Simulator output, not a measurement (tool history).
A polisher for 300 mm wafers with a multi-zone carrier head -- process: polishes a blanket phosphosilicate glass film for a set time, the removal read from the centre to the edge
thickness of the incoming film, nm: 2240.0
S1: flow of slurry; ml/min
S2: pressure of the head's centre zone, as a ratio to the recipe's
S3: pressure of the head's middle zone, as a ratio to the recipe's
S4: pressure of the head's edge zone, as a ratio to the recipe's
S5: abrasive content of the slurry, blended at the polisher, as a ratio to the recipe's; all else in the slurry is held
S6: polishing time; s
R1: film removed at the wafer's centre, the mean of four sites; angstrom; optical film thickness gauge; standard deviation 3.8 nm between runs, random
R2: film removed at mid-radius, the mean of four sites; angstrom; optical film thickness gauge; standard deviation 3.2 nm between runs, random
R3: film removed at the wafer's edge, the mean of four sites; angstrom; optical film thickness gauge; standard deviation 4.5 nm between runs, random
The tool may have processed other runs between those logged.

run,hour,S1,S2,S3,S4,S5,S6,R1,R2,R3
1,0,150,1,1,1,1,59,4388.4,3977.8,3974.8
2,3.6,155,1,1.01,1,1,59,4441.9,4000.4,3988.8
3,4.2,155,1,1.01,0.96,1,59,4370.4,3965.9,3861.7
4,5.2,160,1,1.02,0.96,1,59,4439.6,4042,3953.1
5,11.1,165,1,1.04,0.95,1,59,4528.5,4087.5,3885.6
6,14.8,130,1,1.04,0.95,1,59,4244.8,3898.2,3782.5
7,19.6,140,0.99,1.05,0.96,1,59,4324.4,4003.5,3822.2
8,28.3,145,0.98,1.06,0.97,1,59,4310.6,4108.6,3916.8
9,30.3,150,0.98,1.07,0.97,1,59,4291.4,4068.8,3911.5
10,32.3,155,0.98,1.09,0.97,1,59,4396.7,4182.8,3884.8
11,36.6,160,0.98,1.1,0.98,1,59,4316.4,4279.8,3914.3
12,43.4,160,0.98,1.1,0.98,1,59,4392.5,4232.1,3960.5
13,49.5,165,0.98,1.11,0.98,1,59,4470.5,4272.6,3957.7
14,55.7,165,0.98,1.12,0.98,1,59,4443.2,4293.4,3989.2

Predict the results of run 15:
15,63.3,170,0.98,1.13,0.98,1,59,?,?,?

R1: 4359.5 angstrom
R2: 4340.2 angstrom
R3: 4008.1 angstrom
